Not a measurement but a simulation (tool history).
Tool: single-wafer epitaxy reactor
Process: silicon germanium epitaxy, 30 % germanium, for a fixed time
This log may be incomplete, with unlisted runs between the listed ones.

run	hour	wafer temperature setpoint (pyrometer-controlled) (°C)	chamber pressure (Pa)	mean film thickness on the monitor wafer (Å)
1	0.0	620	2120	793.53
2	5.8	623	2133	849.26
3	14.8	623	1960	810.42
4	19.9	625	1973	846.80
5	20.5	633	1973	984.02
6	28.0	622	1973	796.65
7	35.5	622	1973	794.01
8	40.8	624	1973	826.78

Forecast run 9:
9	47.4	626	1973	?

Run 9 came out at mean film thickness on the monitor wafer (Å) 862.55.

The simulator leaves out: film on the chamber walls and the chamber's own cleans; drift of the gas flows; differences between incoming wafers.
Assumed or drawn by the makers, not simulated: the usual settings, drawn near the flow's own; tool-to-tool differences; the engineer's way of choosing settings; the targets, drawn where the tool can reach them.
